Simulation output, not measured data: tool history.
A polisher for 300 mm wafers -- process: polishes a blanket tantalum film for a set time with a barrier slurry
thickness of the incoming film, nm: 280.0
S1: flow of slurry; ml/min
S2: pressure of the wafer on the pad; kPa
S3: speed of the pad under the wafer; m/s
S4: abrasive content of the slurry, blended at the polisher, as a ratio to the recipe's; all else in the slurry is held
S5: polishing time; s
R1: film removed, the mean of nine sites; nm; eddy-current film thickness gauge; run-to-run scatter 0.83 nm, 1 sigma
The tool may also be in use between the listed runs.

run 1 hour=0.0 | S1=135 S2=9.0 S3=1.30 S4=1.0 S5=41 | R1=52.583
run 2 hour=1.4 | S1=135 S2=9.0 S3=1.30 S4=1.0 S5=36 | R1=45.631
run 3 hour=6.5 | S1=140 S2=10.3 S3=1.32 S4=1.0 S5=36 | R1=50.538
run 4 hour=9.5 | S1=140 S2=10.3 S3=1.32 S4=1.2 S5=36 | R1=52.057
run 5 hour=15.0 | S1=140 S2=10.3 S3=1.32 S4=1.3 S5=36 | R1=53.234
run 6 hour=20.7 | S1=140 S2=10.3 S3=1.32 S4=1.3 S5=36 | R1=54.544
run 7 hour=25.8 | S1=140 S2=11.7 S3=1.40 S4=1.3 S5=36 | R1=60.711
run 8 hour=26.6 | S1=145 S2=12.4 S3=1.50 S4=1.3 S5=36 | R1=67.240
run 9 hour=31.5 | S1=145 S2=13.1 S3=1.58 S4=1.3 S5=36 | R1=72.184
run 10 hour=35.1 | S1=145 S2=13.8 S3=1.66 S4=1.3 S5=36 | R1=77.657

Run 11 has not been measured yet. What should we expect?
run 11 hour=39.0 | S1=145 S2=13.8 S3=1.66 S4=1.3 S5=36 | R1=?

R1: 76.924 nm

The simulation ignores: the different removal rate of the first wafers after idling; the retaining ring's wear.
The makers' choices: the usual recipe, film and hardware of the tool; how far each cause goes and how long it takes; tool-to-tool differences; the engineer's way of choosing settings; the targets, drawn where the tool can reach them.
